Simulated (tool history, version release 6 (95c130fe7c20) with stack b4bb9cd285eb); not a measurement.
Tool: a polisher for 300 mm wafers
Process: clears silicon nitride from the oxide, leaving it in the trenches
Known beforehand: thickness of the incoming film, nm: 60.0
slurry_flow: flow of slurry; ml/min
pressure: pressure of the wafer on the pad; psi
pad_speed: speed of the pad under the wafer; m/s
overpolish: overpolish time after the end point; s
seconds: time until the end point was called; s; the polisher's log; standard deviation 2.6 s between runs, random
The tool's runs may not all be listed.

run  hour  slurry_flow  pressure  pad_speed  overpolish  seconds
  1   0.0          275       1.8       0.90          11   125.43
  2   1.5          275       1.8       0.90           8   124.45
  3   7.0          275       1.8       1.00           8   113.56
  4  13.9          275       1.5       0.96           8   133.75
  5  23.0          275       1.5       0.96           8   134.73
  6  24.2          275       1.5       0.96           8   130.68
  7  31.8          270       1.0       0.74           8   203.18

Run 8 comes next. What will it give?
  8  34.1          270       0.9       0.72           8        ?

seconds: 221.39 s

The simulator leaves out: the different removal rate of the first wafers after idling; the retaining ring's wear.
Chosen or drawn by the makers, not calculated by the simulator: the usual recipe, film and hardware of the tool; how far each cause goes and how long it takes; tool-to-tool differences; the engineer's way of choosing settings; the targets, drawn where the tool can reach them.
